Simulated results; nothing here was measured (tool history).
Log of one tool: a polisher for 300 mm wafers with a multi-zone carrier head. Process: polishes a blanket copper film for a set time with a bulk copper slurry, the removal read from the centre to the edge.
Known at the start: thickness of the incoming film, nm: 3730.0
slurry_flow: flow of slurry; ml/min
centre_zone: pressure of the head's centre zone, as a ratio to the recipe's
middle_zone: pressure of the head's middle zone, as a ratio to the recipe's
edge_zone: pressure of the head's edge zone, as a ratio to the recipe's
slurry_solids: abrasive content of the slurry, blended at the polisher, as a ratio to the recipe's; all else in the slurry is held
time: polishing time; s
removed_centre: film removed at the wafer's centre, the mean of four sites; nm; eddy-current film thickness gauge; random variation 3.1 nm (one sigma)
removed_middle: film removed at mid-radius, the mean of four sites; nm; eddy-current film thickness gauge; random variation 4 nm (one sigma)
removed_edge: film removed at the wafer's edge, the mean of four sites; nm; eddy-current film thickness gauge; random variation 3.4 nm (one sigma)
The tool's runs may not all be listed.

run    day  slurry_flow  centre_zone  middle_zone  edge_zone  slurry_solids  time  removed_centre  removed_middle  removed_edge
  1      0          305            1            1          1              1    86          680.57          666.77        677.26
  2  0.104          305            1            1       1.03              1    86          682.58          668.92        686.17
  3  0.208          305            1            1       1.01           0.95    82          640.54           630.8        640.14
  4  0.508          305            1            1       0.93           0.95    82          642.54          619.43        606.06
  5   0.65          305            1            1       0.93           0.85    82          621.86          617.19        598.16
  6  0.804          305            1         0.99       0.92            0.8    79          592.25           573.3        572.68
  7  0.938          305            1         0.99       0.91           0.75    76          562.35          554.24        541.51

Forecast run 8:
  8  1.012          305            1         0.99        0.9            0.7    74               ?               ?             ?

Run 8 gave removed_centre 542.47 nm, removed_middle 525.99 nm, removed_edge 512.63 nm.
